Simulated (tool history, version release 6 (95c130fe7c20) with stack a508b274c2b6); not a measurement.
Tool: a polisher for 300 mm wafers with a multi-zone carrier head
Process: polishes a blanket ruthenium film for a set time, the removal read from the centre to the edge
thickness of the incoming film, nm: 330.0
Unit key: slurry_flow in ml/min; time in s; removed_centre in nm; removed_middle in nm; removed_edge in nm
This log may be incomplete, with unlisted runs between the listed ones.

{"run": 1, "day": 0.0, "slurry_flow": 290, "centre_zone": 1, "middle_zone": 1, "edge_zone": 1, "time": 58, "removed_centre": 53.353, "removed_middle": 52.752, "removed_edge": 49.441}
{"run": 2, "day": 0.133, "slurry_flow": 290, "centre_zone": 1, "middle_zone": 1, "edge_zone": 1, "time": 70, "removed_centre": 66.218, "removed_middle": 63.843, "removed_edge": 60.179}
{"run": 3, "day": 0.325, "slurry_flow": 290, "centre_zone": 1, "middle_zone": 1.03, "edge_zone": 1, "time": 70, "removed_centre": 64.756, "removed_middle": 66.71, "removed_edge": 60.92}
{"run": 4, "day": 0.546, "slurry_flow": 295, "centre_zone": 1.02, "middle_zone": 1.02, "edge_zone": 0.95, "time": 65, "removed_centre": 60.601, "removed_middle": 59.969, "removed_edge": 53.408}
{"run": 5, "day": 0.892, "slurry_flow": 295, "centre_zone": 1.02, "middle_zone": 1, "edge_zone": 0.91, "time": 63, "removed_centre": 61.746, "removed_middle": 58.549, "removed_edge": 51.869}
{"run": 6, "day": 1.008, "slurry_flow": 295, "centre_zone": 0.96, "middle_zone": 1, "edge_zone": 0.91, "time": 63, "removed_centre": 58.292, "removed_middle": 57.261, "removed_edge": 53}
{"run": 7, "day": 1.283, "slurry_flow": 295, "centre_zone": 0.98, "middle_zone": 1, "edge_zone": 0.89, "time": 61, "removed_centre": 55.359, "removed_middle": 55.09, "removed_edge": 49.957}
{"run": 8, "day": 1.433, "slurry_flow": 290, "centre_zone": 1, "middle_zone": 0.99, "edge_zone": 0.87, "time": 60, "removed_centre": 57.76, "removed_middle": 54.411, "removed_edge": 48.114}

The next listed run, before its measurement:
{"run": 9, "day": 1.592, "slurry_flow": 285, "centre_zone": 1, "middle_zone": 0.99, "edge_zone": 0.86, "time": 59, "removed_centre": "?", "removed_middle": "?", "removed_edge": "?"}

removed_centre: 56.294 nm
removed_middle: 53.15 nm
removed_edge: 46.832 nm
